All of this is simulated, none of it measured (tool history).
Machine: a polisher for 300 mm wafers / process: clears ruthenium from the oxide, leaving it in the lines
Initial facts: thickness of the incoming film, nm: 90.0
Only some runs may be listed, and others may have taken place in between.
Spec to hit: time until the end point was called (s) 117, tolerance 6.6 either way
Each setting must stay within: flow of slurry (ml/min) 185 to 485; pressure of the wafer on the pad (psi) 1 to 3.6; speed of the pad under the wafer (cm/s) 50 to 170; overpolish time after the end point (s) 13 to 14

run,hour,flow of slurry (ml/min),pressure of the wafer on the pad (psi),speed of the pad under the wafer (cm/s),overpolish time after the end point (s),time until the end point was called (s)
1,0,310,2.3,110,13,57.397
2,1.9,310,2,106,13,68.247
3,3.2,380,2,106,13,65.31
4,9.3,375,1.8,102,13,75.233
5,14.8,375,1.8,102,13,73.962
6,19,370,1.6,98,13,89.441
7,23.6,360,1.5,98,13,94.967
8,30,350,1.4,98,13,98.955
9,31.7,350,1,96,13,140.36
10,38.8,360,1,96,13,143.71
11,42.6,360,1.1,96,13,128.47
12,45.8,360,1.1,96,13,128.91
13,49.7,365,1.1,96,13,128.47
14,53.1,370,1.1,96,13,128.69

Below are 5 possible settings for the next run. Only one of them brings all results inside the allowed miss of their targets. Which is it?
A,56.5,415,1,98,13,?
B,56.5,360,1.3,104,13,?
C,56.5,305,1.1,108,14,?
D,56.5,375,1.5,88,13,?
E,56.5,365,1.1,90,14,?

move,time until the end point was called (s)
A,132.38
B,99.13
C,113.43
D,99.106
E,130.72
A: lands further from the targets than the last run did
B: moves the result that the last run missed by most past its target, out the other side
C: all results in spec
D: moves the result that the last run missed by most past its target, out the other side
E: lands further from the targets than the last run did
Move C is the one to make.
